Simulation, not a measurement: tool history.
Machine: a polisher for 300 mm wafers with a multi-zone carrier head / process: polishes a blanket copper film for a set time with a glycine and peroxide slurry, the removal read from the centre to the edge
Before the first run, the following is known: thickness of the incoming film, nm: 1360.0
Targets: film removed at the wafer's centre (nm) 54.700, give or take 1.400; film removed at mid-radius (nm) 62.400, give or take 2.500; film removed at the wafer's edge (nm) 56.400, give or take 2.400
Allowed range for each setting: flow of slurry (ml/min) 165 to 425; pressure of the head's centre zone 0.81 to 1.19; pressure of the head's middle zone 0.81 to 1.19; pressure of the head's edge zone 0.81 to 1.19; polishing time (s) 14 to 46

run,hour,flow of slurry (ml/min),pressure of the head's centre zone,pressure of the head's middle zone,pressure of the head's edge zone,polishing time (s),film removed at the wafer's centre (nm),film removed at mid-radius (nm),film removed at the wafer's edge (nm)
1,0.0,275,1.00,1.00,1.00,30,97.295,96.847,95.360
2,4.6,275,1.00,1.00,1.05,30,99.267,96.684,98.523
3,11.2,275,0.99,1.00,1.02,28,90.469,89.863,91.043
4,12.9,300,0.99,1.00,1.02,28,91.038,91.076,91.388
5,14.3,300,0.99,0.92,1.02,28,91.226,86.334,91.178
6,18.6,300,0.98,0.93,0.99,27,86.540,82.237,87.354
# hour 24.6: edge zone pressure recalibrated
7,24.6,300,0.97,0.96,0.97,26,84.641,80.497,83.596
8,31.9,300,0.95,0.99,0.95,25,78.795,80.542,80.739
9,39.8,300,0.94,1.00,0.93,24,73.718,78.711,77.158
10,44.8,300,0.94,1.01,0.92,23,71.199,74.496,74.544
11,49.9,295,0.91,1.11,0.82,15,45.155,53.790,43.817
12,57.9,295,0.91,1.11,0.82,15,45.299,52.698,44.598
13,66.7,300,0.92,1.11,0.85,15,45.632,54.505,45.698
14,70.7,310,0.93,1.11,0.87,15,45.885,52.636,47.025
15,71.9,305,0.93,1.10,0.87,15,46.311,52.562,46.917

Of the 5 settings listed for the next run, only one would bring every result within its allowed miss of target. Which one?
A,73.1,255,0.85,1.10,0.87,20,?,?,?
B,73.1,310,0.92,1.09,1.07,18,?,?,?
C,73.1,250,0.83,0.91,1.02,19,?,?,?
D,73.1,260,0.93,1.10,0.92,18,?,?,?
E,73.1,205,0.96,1.19,0.81,17,?,?,?

move,film removed at the wafer's centre (nm),film removed at mid-radius (nm),film removed at the wafer's edge (nm)
A,54.641,68.909,60.167
B,54.375,62.651,60.598
C,50.493,55.659,61.649
D,53.967,62.111,55.636
E,51.117,61.121,48.582
A: puts the biggest miss on target and leaves a different result outside tolerance
B: puts the biggest miss on target and leaves a different result outside tolerance
C: closer than the last run, but not yet in spec
D: all results land within tolerance of their targets
E: closer than the last run, but not yet in spec
Answer: D
